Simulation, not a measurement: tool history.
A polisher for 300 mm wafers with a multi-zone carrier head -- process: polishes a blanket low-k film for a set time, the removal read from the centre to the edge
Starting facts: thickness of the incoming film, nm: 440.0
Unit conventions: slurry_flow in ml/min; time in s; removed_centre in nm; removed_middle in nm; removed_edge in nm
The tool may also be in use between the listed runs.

run	hour	slurry_flow	centre_zone	middle_zone	edge_zone	slurry_solids	time	removed_centre	removed_middle	removed_edge
1	0.0	320	1.00	1.00	1.00	1.00	71	19.745	20.893	20.086
2	2.6	320	0.94	1.00	1.00	1.00	71	18.459	20.672	19.506
3	9.0	320	1.03	1.00	1.00	1.00	71	19.885	20.942	20.186
4	16.9	330	1.04	0.98	0.96	0.90	69	19.446	18.902	18.133
5	20.6	330	1.00	0.96	0.94	0.80	69	17.316	18.315	17.678
6	24.9	345	1.03	0.96	0.93	0.75	66	16.865	17.235	16.290
7	29.7	350	1.04	0.95	0.92	0.70	65	16.607	15.962	15.756
8	33.0	355	1.05	0.95	0.90	0.65	64	15.960	15.711	14.752
9	35.1	355	1.05	0.94	0.89	0.60	64	15.504	14.703	14.157

Run 10 has not been measured yet. What should we expect?
10	35.8	350	1.05	0.94	0.88	0.60	64	?	?	?

{"run 10": {"removed_centre": 15.643, "removed_middle": 14.697, "removed_edge": 14.092}}
